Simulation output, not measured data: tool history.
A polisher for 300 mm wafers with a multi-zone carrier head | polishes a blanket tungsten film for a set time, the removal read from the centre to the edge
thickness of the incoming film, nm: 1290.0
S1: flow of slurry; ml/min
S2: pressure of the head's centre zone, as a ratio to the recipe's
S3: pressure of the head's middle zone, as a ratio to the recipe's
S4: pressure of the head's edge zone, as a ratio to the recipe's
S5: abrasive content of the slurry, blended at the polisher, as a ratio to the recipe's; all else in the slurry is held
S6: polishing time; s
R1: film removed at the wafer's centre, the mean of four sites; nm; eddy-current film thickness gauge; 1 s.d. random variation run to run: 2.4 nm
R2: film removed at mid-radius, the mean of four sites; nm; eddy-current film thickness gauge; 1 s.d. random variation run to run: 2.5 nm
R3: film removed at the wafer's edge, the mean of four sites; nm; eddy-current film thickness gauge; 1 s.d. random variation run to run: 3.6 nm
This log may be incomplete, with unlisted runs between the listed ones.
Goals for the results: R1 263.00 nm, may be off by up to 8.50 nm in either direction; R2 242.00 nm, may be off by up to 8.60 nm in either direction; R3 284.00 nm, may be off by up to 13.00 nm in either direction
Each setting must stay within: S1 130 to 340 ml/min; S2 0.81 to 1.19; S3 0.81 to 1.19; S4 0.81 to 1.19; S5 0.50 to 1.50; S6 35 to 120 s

run,day,S1,S2,S3,S4,S5,S6,R1,R2,R3
1,0.000,220,1.00,1.00,1.00,1.00,77,332.44,348.58,345.30
2,0.208,220,1.00,1.00,1.00,1.00,88,371.53,393.81,396.67
3,0.329,260,1.00,1.00,1.00,1.00,88,382.79,396.55,405.60
4,0.529,260,1.00,1.00,1.00,1.00,70,302.30,320.96,317.79
# day 0.838: centre zone pressure recalibrated
5,0.838,260,0.92,1.00,1.00,1.00,70,289.44,316.58,318.40
6,0.954,230,0.92,1.00,1.00,1.00,70,286.84,313.03,316.32
7,1.071,230,0.92,0.97,0.99,0.95,70,287.39,300.45,309.76
8,1.354,230,0.91,0.95,0.99,0.90,70,281.23,299.00,299.08
9,1.688,230,0.92,0.92,1.02,0.95,68,281.35,279.53,305.95
10,1.908,230,0.91,0.90,1.02,0.90,68,274.21,273.04,306.97

4 candidate next runs follow, results not yet known. Just one meets every target within its allowed miss. Identify it.
A,2.129,235,0.82,0.88,1.09,0.95,76,?,?,?
B,2.129,290,0.93,0.82,0.99,1.15,61,?,?,?
C,2.129,260,0.95,0.95,0.94,0.80,67,?,?,?
D,2.129,250,0.85,0.87,0.90,0.80,79,?,?,?

move,R1,R2,R3
A,274.53,308.58,355.29
B,264.95,247.00,286.40
C,275.26,283.69,284.39
D,288.78,309.96,328.08
A: lands further from the targets than the last run did
B: every result lands within tolerance
C: lands further from the targets than the last run did
D: lands further from the targets than the last run did
The move that meets every target is B.
